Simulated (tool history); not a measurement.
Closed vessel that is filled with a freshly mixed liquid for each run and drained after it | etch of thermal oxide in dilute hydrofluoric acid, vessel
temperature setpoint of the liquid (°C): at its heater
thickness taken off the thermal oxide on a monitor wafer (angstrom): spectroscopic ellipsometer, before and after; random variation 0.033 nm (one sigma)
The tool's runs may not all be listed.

run,hour,temperature setpoint of the liquid (°C),parts of water to one part of 49 % hydrofluoric acid (parts by volume),time in the liquid (s),thickness taken off the thermal oxide on a monitor wafer (angstrom)
1,0,22,50,80,70.506
2,3.5,18.5,50,80,60.472
3,5.8,20.5,50,80,65.816
4,9.7,19.5,50,80,63.992
5,14,19.5,50,50,39.924
6,16.6,19.5,50,50,39.986

The next listed run, before its measurement:
7,19.6,20,50,50,?

{"run 7": {"thickness taken off the thermal oxide on a monitor wafer (angstrom)": 40.666}}

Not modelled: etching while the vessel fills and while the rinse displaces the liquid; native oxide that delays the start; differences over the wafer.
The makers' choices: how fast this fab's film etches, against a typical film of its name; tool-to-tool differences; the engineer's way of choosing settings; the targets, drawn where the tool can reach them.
